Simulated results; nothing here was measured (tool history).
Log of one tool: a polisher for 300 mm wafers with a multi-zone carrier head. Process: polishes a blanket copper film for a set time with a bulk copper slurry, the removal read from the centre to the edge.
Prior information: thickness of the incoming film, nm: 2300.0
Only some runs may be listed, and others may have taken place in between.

run  hour  flow of slurry (ml/min)  pressure of the head's centre zone  pressure of the head's middle zone  pressure of the head's edge zone  abrasive content of the slurry  polishing time (s)  film removed at the wafer's centre (Å)  film removed at mid-radius (Å)  film removed at the wafer's edge (Å)
  1   0.0                      260                                1.00                                1.00                              1.00                            1.00                  75                                  8173.9                          8171.9                                7986.8
  2   2.3                      260                                1.00                                1.00                              1.00                            0.80                  75                                  7867.2                          7748.1                                7716.5
  3   8.0                      260                                1.00                                1.00                              0.98                            0.75                  72                                  7381.8                          7482.1                                7311.3
  4  14.3                      260                                1.01                                1.00                              0.96                            0.70                  69                                  7263.5                          7051.6                                6887.6
  5  22.3                      260                                1.01                                1.00                              0.96                            0.70                  85                                  8882.4                          8716.1                                8426.8
  6  23.4                      260                                1.08                                1.00                              0.96                            0.70                  85                                  9548.8                          8683.1                                8386.0
  7  25.2                      260                                1.07                                1.00                              0.94                            0.65                  80                                  8783.3                          7984.4                                7653.0
  8  32.4                      260                                1.06                                1.00                              0.92                            0.65                  76                                  8325.9                          7729.6                                7207.6
  9  36.2                      245                                0.96                                0.91                              0.83                            0.50                  55                                  5033.8                          4910.8                                4746.3
 10  43.5                      255                                0.96                                0.92                              0.83                            0.50                  55                                  5102.1                          4932.2                                4750.2

Forecast run 11:
 11  44.0                      260                                0.96                                0.93                              0.83                            0.50                  55                                       ?                               ?                                     ?

Run 11 gave film removed at the wafer's centre (Å) 5212.5, film removed at mid-radius (Å) 4972.1, film removed at the wafer's edge (Å) 4704.4.
